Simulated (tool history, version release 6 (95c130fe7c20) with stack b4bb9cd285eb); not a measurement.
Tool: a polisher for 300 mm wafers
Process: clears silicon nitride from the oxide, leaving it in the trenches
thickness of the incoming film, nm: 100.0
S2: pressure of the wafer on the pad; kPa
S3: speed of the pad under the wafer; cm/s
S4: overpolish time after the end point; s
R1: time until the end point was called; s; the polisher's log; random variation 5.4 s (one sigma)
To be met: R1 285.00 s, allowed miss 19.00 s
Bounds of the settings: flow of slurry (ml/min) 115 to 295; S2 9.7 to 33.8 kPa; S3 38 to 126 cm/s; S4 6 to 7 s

{"run": 1, "hour": 0.0, "flow of slurry (ml/min)": 190, "S2": 21.4, "S3": 82, "S4": 7, "R1": 109.69}
{"run": 2, "hour": 1.9, "flow of slurry (ml/min)": 190, "S2": 21.4, "S3": 70, "S4": 7, "R1": 129.18}
{"run": 3, "hour": 8.7, "flow of slurry (ml/min)": 190, "S2": 21.4, "S3": 70, "S4": 6, "R1": 127.38}
{"run": 4, "hour": 14.1, "flow of slurry (ml/min)": 190, "S2": 21.4, "S3": 84, "S4": 6, "R1": 107.15}
{"run": 5, "hour": 21.3, "flow of slurry (ml/min)": 190, "S2": 21.4, "S3": 76, "S4": 6, "R1": 118.2}
{"run": 6, "hour": 29.8, "flow of slurry (ml/min)": 190, "S2": 21.4, "S3": 66, "S4": 6, "R1": 134.1}
{"run": 7, "hour": 33.1, "flow of slurry (ml/min)": 190, "S2": 17.9, "S3": 60, "S4": 6, "R1": 169.81}
{"run": 8, "hour": 35.0, "flow of slurry (ml/min)": 190, "S2": 15.2, "S3": 56, "S4": 6, "R1": 224.6}
{"run": 9, "hour": 43.6, "flow of slurry (ml/min)": 190, "S2": 13.8, "S3": 56, "S4": 6, "R1": 231.84}
{"run": 10, "hour": 50.6, "flow of slurry (ml/min)": 190, "S2": 12.4, "S3": 56, "S4": 6, "R1": 265.33}

5 next moves are on the table. One of them brings every result within its allowed miss. Which?
{"run": "A", "hour": 57.6, "flow of slurry (ml/min)": 115, "S2": 9.7, "S3": 60, "S4": 7, "R1": "?"}
{"run": "B", "hour": 57.6, "flow of slurry (ml/min)": 190, "S2": 13.8, "S3": 56, "S4": 6, "R1": "?"}
{"run": "C", "hour": 57.6, "flow of slurry (ml/min)": 190, "S2": 10.3, "S3": 52, "S4": 6, "R1": "?"}
{"run": "D", "hour": 57.6, "flow of slurry (ml/min)": 240, "S2": 13.8, "S3": 46, "S4": 6, "R1": "?"}
{"run": "E", "hour": 57.6, "flow of slurry (ml/min)": 190, "S2": 12.4, "S3": 60, "S4": 6, "R1": "?"}

move=A R1=325.76
move=B R1=236.27
move=C R1=333.05
move=D R1=279.01
move=E R1=244.48
A: takes the result that was furthest off past its target
B: further off than the last run
C: takes the result that was furthest off past its target
D: meets every target
E: further off than the last run
Move D is the one to make.
